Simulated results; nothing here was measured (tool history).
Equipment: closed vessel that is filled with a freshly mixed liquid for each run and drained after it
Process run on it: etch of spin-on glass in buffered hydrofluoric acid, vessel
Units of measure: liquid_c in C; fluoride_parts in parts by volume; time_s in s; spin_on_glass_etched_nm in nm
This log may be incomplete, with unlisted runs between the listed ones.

Run 1, hour 0.0: liquid_c 22.0 C, fluoride_parts 23.5 parts by volume, time_s 90 s. Result: spin_on_glass_etched_nm 65.888 nm.
Run 2, hour 4.3: liquid_c 23.0 C, fluoride_parts 23.5 parts by volume, time_s 90 s. Result: spin_on_glass_etched_nm 69.892 nm.
Run 3, hour 8.5: liquid_c 23.5 C, fluoride_parts 23.5 parts by volume, time_s 90 s. Result: spin_on_glass_etched_nm 71.972 nm.
Run 4, hour 12.4: liquid_c 23.5 C, fluoride_parts 23.5 parts by volume, time_s 100 s. Result: spin_on_glass_etched_nm 79.838 nm.
Run 5, hour 18.9: liquid_c 26.0 C, fluoride_parts 23.5 parts by volume, time_s 100 s. Result: spin_on_glass_etched_nm 91.754 nm.
Run 6, hour 27.4: liquid_c 25.5 C, fluoride_parts 23.5 parts by volume, time_s 100 s. Result: spin_on_glass_etched_nm 89.585 nm.
Run 7, hour 30.4: liquid_c 25.0 C, fluoride_parts 23.5 parts by volume, time_s 100 s. Result: spin_on_glass_etched_nm 86.593 nm.

What does the tool deliver on the next run?
Run 8, hour 38.1: liquid_c 24.5 C, fluoride_parts 23.5 parts by volume, time_s 100 s. Result: spin_on_glass_etched_nm ?.

spin_on_glass_etched_nm: 84.174 nm
